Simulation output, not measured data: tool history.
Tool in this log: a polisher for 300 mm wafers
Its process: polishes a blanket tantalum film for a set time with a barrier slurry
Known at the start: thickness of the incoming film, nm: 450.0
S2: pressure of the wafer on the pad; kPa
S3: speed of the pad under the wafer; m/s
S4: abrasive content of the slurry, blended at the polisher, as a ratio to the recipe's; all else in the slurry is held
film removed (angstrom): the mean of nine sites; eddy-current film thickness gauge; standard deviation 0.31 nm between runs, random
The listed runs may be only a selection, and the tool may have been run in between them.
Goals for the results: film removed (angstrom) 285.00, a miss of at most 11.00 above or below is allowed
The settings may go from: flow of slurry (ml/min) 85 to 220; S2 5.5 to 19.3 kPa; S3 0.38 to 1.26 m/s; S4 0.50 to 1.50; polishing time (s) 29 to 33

{"run": 1, "day": 0.0, "flow of slurry (ml/min)": 140, "S2": 12.4, "S3": 0.82, "S4": 1.0, "polishing time (s)": 33, "film removed (angstrom)": 370.69}
{"run": 2, "day": 0.058, "flow of slurry (ml/min)": 140, "S2": 11.7, "S3": 0.82, "S4": 1.0, "polishing time (s)": 33, "film removed (angstrom)": 359.05}
{"run": 3, "day": 0.254, "flow of slurry (ml/min)": 140, "S2": 11.7, "S3": 0.82, "S4": 0.8, "polishing time (s)": 33, "film removed (angstrom)": 340.17}
{"run": 4, "day": 0.292, "flow of slurry (ml/min)": 110, "S2": 11.7, "S3": 0.82, "S4": 0.8, "polishing time (s)": 33, "film removed (angstrom)": 310.16}
{"run": 5, "day": 0.608, "flow of slurry (ml/min)": 135, "S2": 11.7, "S3": 0.82, "S4": 0.8, "polishing time (s)": 33, "film removed (angstrom)": 331.27}
{"run": 6, "day": 0.65, "flow of slurry (ml/min)": 130, "S2": 11.7, "S3": 0.82, "S4": 0.8, "polishing time (s)": 33, "film removed (angstrom)": 336.58}
{"run": 7, "day": 0.8, "flow of slurry (ml/min)": 125, "S2": 11.7, "S3": 0.82, "S4": 0.8, "polishing time (s)": 33, "film removed (angstrom)": 320.13}
{"day": 1.092, "done": "head pressure recalibrated"}
{"run": 8, "day": 1.092, "flow of slurry (ml/min)": 120, "S2": 11.7, "S3": 0.82, "S4": 0.8, "polishing time (s)": 33, "film removed (angstrom)": 342.52}
{"run": 9, "day": 1.146, "flow of slurry (ml/min)": 120, "S2": 11.0, "S3": 0.82, "S4": 0.8, "polishing time (s)": 33, "film removed (angstrom)": 319.97}

Which single option among these 4 for the next run brings every result within its allowed miss of target? Just one does.
{"run": "A", "day": 1.2, "flow of slurry (ml/min)": 150, "S2": 6.9, "S3": 1.04, "S4": 1.0, "polishing time (s)": 32, "film removed (angstrom)": "?"}
{"run": "B", "day": 1.2, "flow of slurry (ml/min)": 115, "S2": 11.7, "S3": 0.88, "S4": 0.8, "polishing time (s)": 33, "film removed (angstrom)": "?"}
{"run": "C", "day": 1.2, "flow of slurry (ml/min)": 115, "S2": 11.7, "S3": 0.94, "S4": 0.75, "polishing time (s)": 33, "film removed (angstrom)": "?"}
{"run": "D", "day": 1.2, "flow of slurry (ml/min)": 125, "S2": 12.4, "S3": 0.78, "S4": 0.8, "polishing time (s)": 31, "film removed (angstrom)": "?"}

move=A film_removed_(angstrom)=279.61
move=B film_removed_(angstrom)=356.68
move=C film_removed_(angstrom)=371.09
move=D film_removed_(angstrom)=321.40
A: hits every target within its allowed miss
B: the biggest miss grows against the last run
C: the biggest miss grows against the last run
D: no better and no worse than the last run
So the answer is move A, the one that meets all the targets.
